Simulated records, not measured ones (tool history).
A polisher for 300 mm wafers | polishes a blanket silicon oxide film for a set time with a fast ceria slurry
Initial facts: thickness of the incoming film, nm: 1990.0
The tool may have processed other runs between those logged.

run,hour,flow of slurry (ml/min),pressure of the wafer on the pad (psi),speed of the pad under the wafer (cm/s),polishing time (s),film removed (angstrom)
1,0.0,275,2.8,118,24,3798.6
2,8.9,275,2.8,130,24,4078.6
3,13.4,275,2.8,104,24,3511.1
4,17.2,275,3.1,104,24,3875.7
5,23.0,275,3.4,104,24,4201.7
6,29.6,275,3.4,88,24,3709.4

Forecast run 7:
7,31.8,280,3.6,92,24,?

{"run 7": {"film removed (angstrom)": 4120.5}}
